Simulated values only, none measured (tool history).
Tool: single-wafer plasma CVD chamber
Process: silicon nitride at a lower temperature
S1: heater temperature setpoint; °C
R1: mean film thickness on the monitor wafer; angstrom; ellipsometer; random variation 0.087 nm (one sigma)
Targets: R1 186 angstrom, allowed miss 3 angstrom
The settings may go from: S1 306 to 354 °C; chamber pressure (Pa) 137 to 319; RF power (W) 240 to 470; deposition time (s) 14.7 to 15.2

{"run": 1, "hour": 0.0, "S1": 330, "chamber pressure (Pa)": 228, "RF power (W)": 355, "deposition time (s)": 14.7, "R1": 204.14}
{"run": 2, "hour": 6.9, "S1": 322, "chamber pressure (Pa)": 228, "RF power (W)": 355, "deposition time (s)": 14.7, "R1": 203.76}
{"run": 3, "hour": 8.4, "S1": 322, "chamber pressure (Pa)": 189, "RF power (W)": 355, "deposition time (s)": 14.7, "R1": 193.45}
{"run": 4, "hour": 10.8, "S1": 311, "chamber pressure (Pa)": 189, "RF power (W)": 355, "deposition time (s)": 14.7, "R1": 194.81}
{"run": 5, "hour": 13.7, "S1": 311, "chamber pressure (Pa)": 187, "RF power (W)": 355, "deposition time (s)": 14.7, "R1": 193.39}
{"run": 6, "hour": 16.6, "S1": 311, "chamber pressure (Pa)": 187, "RF power (W)": 395, "deposition time (s)": 14.7, "R1": 212.17}
{"run": 7, "hour": 23.1, "S1": 311, "chamber pressure (Pa)": 181, "RF power (W)": 390, "deposition time (s)": 14.7, "R1": 208.67}
{"run": 8, "hour": 28.4, "S1": 311, "chamber pressure (Pa)": 177, "RF power (W)": 385, "deposition time (s)": 14.7, "R1": 205.01}
{"run": 9, "hour": 30.0, "S1": 311, "chamber pressure (Pa)": 173, "RF power (W)": 380, "deposition time (s)": 14.7, "R1": 201.55}
{"run": 10, "hour": 32.1, "S1": 311, "chamber pressure (Pa)": 169, "RF power (W)": 380, "deposition time (s)": 14.7, "R1": 200.68}
{"run": 11, "hour": 38.5, "S1": 311, "chamber pressure (Pa)": 137, "RF power (W)": 350, "deposition time (s)": 14.7, "R1": 174.84}
{"run": 12, "hour": 40.4, "S1": 311, "chamber pressure (Pa)": 137, "RF power (W)": 350, "deposition time (s)": 14.7, "R1": 175.22}
{"run": 13, "hour": 48.0, "S1": 311, "chamber pressure (Pa)": 140, "RF power (W)": 350, "deposition time (s)": 14.7, "R1": 175.49}
{"run": 14, "hour": 53.6, "S1": 311, "chamber pressure (Pa)": 143, "RF power (W)": 350, "deposition time (s)": 14.7, "R1": 175.94}
{"run": 15, "hour": 61.4, "S1": 311, "chamber pressure (Pa)": 143, "RF power (W)": 350, "deposition time (s)": 14.7, "R1": 176.79}
{"run": 16, "hour": 63.2, "S1": 311, "chamber pressure (Pa)": 145, "RF power (W)": 350, "deposition time (s)": 14.7, "R1": 176.86}
{"run": 17, "hour": 64.3, "S1": 311, "chamber pressure (Pa)": 185, "RF power (W)": 360, "deposition time (s)": 14.7, "R1": 194.93}
{"run": 18, "hour": 72.5, "S1": 311, "chamber pressure (Pa)": 183, "RF power (W)": 360, "deposition time (s)": 14.7, "R1": 195.6}
{"run": 19, "hour": 78.8, "S1": 312, "chamber pressure (Pa)": 180, "RF power (W)": 360, "deposition time (s)": 14.7, "R1": 193.48}
{"run": 20, "hour": 82.2, "S1": 312, "chamber pressure (Pa)": 177, "RF power (W)": 360, "deposition time (s)": 14.7, "R1": 192.36}

5 next moves are on the table. One of them brings every result within its allowed miss. Which?
{"run": "A", "hour": 85.6, "S1": 312, "chamber pressure (Pa)": 152, "RF power (W)": 345, "deposition time (s)": 14.7, "R1": "?"}
{"run": "B", "hour": 85.6, "S1": 307, "chamber pressure (Pa)": 164, "RF power (W)": 340, "deposition time (s)": 14.7, "R1": "?"}
{"run": "C", "hour": 85.6, "S1": 314, "chamber pressure (Pa)": 191, "RF power (W)": 365, "deposition time (s)": 14.7, "R1": "?"}
{"run": "D", "hour": 85.6, "S1": 313, "chamber pressure (Pa)": 176, "RF power (W)": 365, "deposition time (s)": 14.9, "R1": "?"}
{"run": "E", "hour": 85.6, "S1": 316, "chamber pressure (Pa)": 195, "RF power (W)": 335, "deposition time (s)": 14.8, "R1": "?"}

move=A R1=177.93
move=B R1=179.95
move=C R1=200.18
move=D R1=198.29
move=E R1=187.2
A: takes the result that was furthest off past its target
B: takes the result that was furthest off past its target
C: further off than the last run
D: further off than the last run
E: meets every target
Move E is the one to make.

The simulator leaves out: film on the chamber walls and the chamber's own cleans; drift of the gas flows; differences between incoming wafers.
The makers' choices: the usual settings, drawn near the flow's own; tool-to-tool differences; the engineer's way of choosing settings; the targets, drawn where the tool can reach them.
